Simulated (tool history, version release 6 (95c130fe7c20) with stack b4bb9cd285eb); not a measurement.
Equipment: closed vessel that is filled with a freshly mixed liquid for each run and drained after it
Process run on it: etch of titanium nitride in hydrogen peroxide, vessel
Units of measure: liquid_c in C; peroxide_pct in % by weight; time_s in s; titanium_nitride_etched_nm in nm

run,day,liquid_c,peroxide_pct,time_s,titanium_nitride_etched_nm
1,0.000,55.0,24.0,1160,89.118
2,0.325,53.0,24.0,1160,78.516
3,0.367,46.5,24.0,1160,49.380
4,0.596,46.0,24.0,1160,47.487
5,0.808,45.5,24.0,1160,45.580
6,0.954,45.5,27.5,1160,46.358
7,1.033,45.0,27.5,1160,45.706

Run 8, settings as shown, results not yet in. Your forecast:
8,1.150,43.0,27.5,1160,?

{"run 8": {"titanium_nitride_etched_nm": 38.498}}
